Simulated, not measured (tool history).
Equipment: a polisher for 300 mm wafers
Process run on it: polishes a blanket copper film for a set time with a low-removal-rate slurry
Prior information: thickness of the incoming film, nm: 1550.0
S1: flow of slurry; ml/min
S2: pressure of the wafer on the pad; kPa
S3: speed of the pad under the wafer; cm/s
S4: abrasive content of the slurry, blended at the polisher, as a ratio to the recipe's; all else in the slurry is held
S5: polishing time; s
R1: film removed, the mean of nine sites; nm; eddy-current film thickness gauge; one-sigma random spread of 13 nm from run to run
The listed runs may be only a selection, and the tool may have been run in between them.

run 1 hour=0.0 | S1=180 S2=22.8 S3=142 S4=1.0 S5=107 | R1=558.44
run 2 hour=5.6 | S1=180 S2=22.8 S3=142 S4=1.2 S5=107 | R1=582.67
run 3 hour=14.3 | S1=180 S2=17.9 S3=142 S4=1.2 S5=107 | R1=464.60
run 4 hour=20.9 | S1=140 S2=17.9 S3=142 S4=1.2 S5=107 | R1=445.71
run 5 hour=27.3 | S1=110 S2=17.9 S3=142 S4=1.2 S5=107 | R1=429.38
run 6 hour=32.9 | S1=110 S2=14.5 S3=142 S4=1.2 S5=107 | R1=340.27
-- hour=35.2 slurry nozzle cleaned
run 7 hour=35.2 | S1=125 S2=18.6 S3=144 S4=1.2 S5=107 | R1=487.80
run 8 hour=39.0 | S1=125 S2=21.4 S3=144 S4=1.2 S5=107 | R1=540.57
run 9 hour=47.9 | S1=140 S2=28.3 S3=172 S4=1.2 S5=107 | R1=825.47
run 10 hour=49.5 | S1=145 S2=29.6 S3=172 S4=1.2 S5=107 | R1=868.33
run 11 hour=56.9 | S1=145 S2=29.6 S3=172 S4=1.2 S5=107 | R1=880.78
run 12 hour=59.0 | S1=150 S2=31.0 S3=172 S4=1.2 S5=107 | R1=916.11

Forecast run 13:
run 13 hour=63.1 | S1=155 S2=32.4 S3=174 S4=1.2 S5=107 | R1=?

R1: 1002.80 nm
